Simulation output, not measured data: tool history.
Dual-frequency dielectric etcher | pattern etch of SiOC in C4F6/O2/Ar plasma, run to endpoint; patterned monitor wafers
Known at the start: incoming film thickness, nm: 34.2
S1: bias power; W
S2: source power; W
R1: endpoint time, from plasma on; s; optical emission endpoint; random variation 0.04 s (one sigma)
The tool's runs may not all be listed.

run 1 hour=0 | S1=571 S2=460 | R1=10.019
run 2 hour=6.7 | S1=611 S2=460 | R1=9.8646
run 3 hour=12.7 | S1=611 S2=370 | R1=10.544
run 4 hour=15.1 | S1=519 S2=370 | R1=11.127
run 5 hour=22.7 | S1=507 S2=370 | R1=11.04
run 6 hour=31.4 | S1=489 S2=370 | R1=11.231

Forecast run 7:
run 7 hour=38.7 | S1=480 S2=370 | R1=?

R1: 11.265 s
